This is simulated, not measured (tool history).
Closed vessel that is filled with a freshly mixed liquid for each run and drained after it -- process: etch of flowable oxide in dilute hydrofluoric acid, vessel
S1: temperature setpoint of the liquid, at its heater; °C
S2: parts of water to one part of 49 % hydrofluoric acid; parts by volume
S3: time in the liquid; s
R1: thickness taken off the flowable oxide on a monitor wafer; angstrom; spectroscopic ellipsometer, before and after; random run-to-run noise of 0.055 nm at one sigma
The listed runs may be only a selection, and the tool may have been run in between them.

| run | hour | S1 | S2 | S3 | R1 |
|---|---|---|---|---|---|
| 1 | 0 | 22 | 205 | 90 | 75.66 |
| 2 | 8.4 | 22 | 205 | 100 | 84.646 |
| 3 | 10.4 | 25 | 205 | 100 | 94.631 |
| 4 | 12.1 | 23.5 | 210 | 100 | 85.819 |
| 5 | 15.6 | 22 | 215 | 100 | 79.346 |
| 6 | 21.6 | 24.5 | 215 | 100 | 87.704 |
| 7 | 28.5 | 23 | 215 | 100 | 82.814 |
| 8 | 30.5 | 22 | 215 | 100 | 79.673 |
| 9 | 36.5 | 21 | 215 | 100 | 76.56 |
| 10 | 39.7 | 20 | 215 | 100 | 74.381 |

Run 11 is up next; what results do you expect?
| 11 | 47.3 | 19.5 | 215 | 100 | ? |

R1: 73.25 angstrom
